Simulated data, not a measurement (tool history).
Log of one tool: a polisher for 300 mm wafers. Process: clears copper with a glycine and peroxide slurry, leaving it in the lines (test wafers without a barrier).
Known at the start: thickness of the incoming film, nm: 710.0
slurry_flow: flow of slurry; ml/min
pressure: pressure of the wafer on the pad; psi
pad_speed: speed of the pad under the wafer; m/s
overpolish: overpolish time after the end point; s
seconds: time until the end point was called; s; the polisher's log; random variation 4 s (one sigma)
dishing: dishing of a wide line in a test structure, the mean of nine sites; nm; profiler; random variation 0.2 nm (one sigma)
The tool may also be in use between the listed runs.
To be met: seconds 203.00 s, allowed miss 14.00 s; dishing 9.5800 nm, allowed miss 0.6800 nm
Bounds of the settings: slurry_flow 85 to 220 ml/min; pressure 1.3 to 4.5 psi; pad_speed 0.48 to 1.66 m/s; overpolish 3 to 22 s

run 1 day=0.000 | slurry_flow=140 pressure=2.9 pad_speed=1.06 overpolish=11 | seconds=108.72 dishing=48.9440
run 2 day=0.242 | slurry_flow=110 pressure=2.9 pad_speed=1.06 overpolish=11 | seconds=107.16 dishing=48.8440
run 3 day=0.417 | slurry_flow=110 pressure=2.9 pad_speed=0.84 overpolish=11 | seconds=127.48 dishing=43.3640
run 4 day=0.725 | slurry_flow=105 pressure=2.6 pad_speed=0.78 overpolish=10 | seconds=147.36 dishing=36.7140
run 5 day=0.796 | slurry_flow=105 pressure=2.6 pad_speed=0.90 overpolish=10 | seconds=136.45 dishing=37.0520
run 6 day=0.867 | slurry_flow=135 pressure=2.6 pad_speed=0.90 overpolish=10 | seconds=130.02 dishing=39.7480
run 7 day=1.233 | slurry_flow=125 pressure=2.4 pad_speed=0.84 overpolish=9 | seconds=145.48 dishing=33.1570
run 8 day=1.417 | slurry_flow=120 pressure=2.2 pad_speed=0.80 overpolish=8 | seconds=164.59 dishing=27.8880
run 9 day=1.450 | slurry_flow=115 pressure=2.1 pad_speed=0.78 overpolish=7 | seconds=171.48 dishing=24.1000
run 10 day=1.554 | slurry_flow=110 pressure=2.0 pad_speed=0.78 overpolish=6 | seconds=178.72 dishing=19.5790
run 11 day=1.692 | slurry_flow=105 pressure=1.9 pad_speed=0.80 overpolish=6 | seconds=182.87 dishing=19.4510
run 12 day=1.829 | slurry_flow=100 pressure=1.8 pad_speed=0.80 overpolish=6 | seconds=192.71 dishing=18.1370
run 13 day=1.867 | slurry_flow=100 pressure=1.7 pad_speed=0.82 overpolish=6 | seconds=201.82 dishing=18.7990
run 14 day=1.992 | slurry_flow=100 pressure=1.7 pad_speed=0.76 overpolish=6 | seconds=201.68 dishing=17.6890
run 15 day=2.317 | slurry_flow=100 pressure=1.7 pad_speed=0.76 overpolish=6 | seconds=208.56 dishing=18.1120
run 16 day=2.625 | slurry_flow=100 pressure=1.6 pad_speed=0.78 overpolish=6 | seconds=222.09 dishing=16.7180
run 17 day=2.854 | slurry_flow=100 pressure=1.6 pad_speed=0.80 overpolish=6 | seconds=213.71 dishing=16.8100
run 18 day=3.142 | slurry_flow=100 pressure=1.6 pad_speed=0.82 overpolish=6 | seconds=209.16 dishing=17.4910
run 19 day=3.362 | slurry_flow=140 pressure=1.3 pad_speed=0.60 overpolish=3 | seconds=263.64 dishing=7.2959
run 20 day=3.492 | slurry_flow=140 pressure=1.4 pad_speed=0.60 overpolish=3 | seconds=257.47 dishing=7.8718
run 21 day=3.825 | slurry_flow=145 pressure=1.5 pad_speed=0.60 overpolish=3 | seconds=234.70 dishing=8.1737
run 22 day=3.900 | slurry_flow=145 pressure=1.6 pad_speed=0.60 overpolish=3 | seconds=235.41 dishing=8.3880
run 23 day=3.975 | slurry_flow=145 pressure=1.7 pad_speed=0.60 overpolish=3 | seconds=221.79 dishing=8.4259

Which of these 4 next moves meets every target?
run A day=4.050 | slurry_flow=135 pressure=1.8 pad_speed=0.52 overpolish=3 | seconds=? dishing=?
run B day=4.050 | slurry_flow=160 pressure=2.5 pad_speed=0.60 overpolish=3 | seconds=? dishing=?
run C day=4.050 | slurry_flow=125 pressure=1.7 pad_speed=0.48 overpolish=3 | seconds=? dishing=?
run D day=4.050 | slurry_flow=130 pressure=1.8 pad_speed=0.70 overpolish=3 | seconds=? dishing=?

move=A seconds=235.92 dishing=8.2226
move=B seconds=168.54 dishing=11.2810
move=C seconds=257.69 dishing=7.5629
move=D seconds=203.65 dishing=9.4271
A: further off than the last run
B: takes the result that was furthest off past its target
C: further off than the last run
D: meets every target
The right move is D.

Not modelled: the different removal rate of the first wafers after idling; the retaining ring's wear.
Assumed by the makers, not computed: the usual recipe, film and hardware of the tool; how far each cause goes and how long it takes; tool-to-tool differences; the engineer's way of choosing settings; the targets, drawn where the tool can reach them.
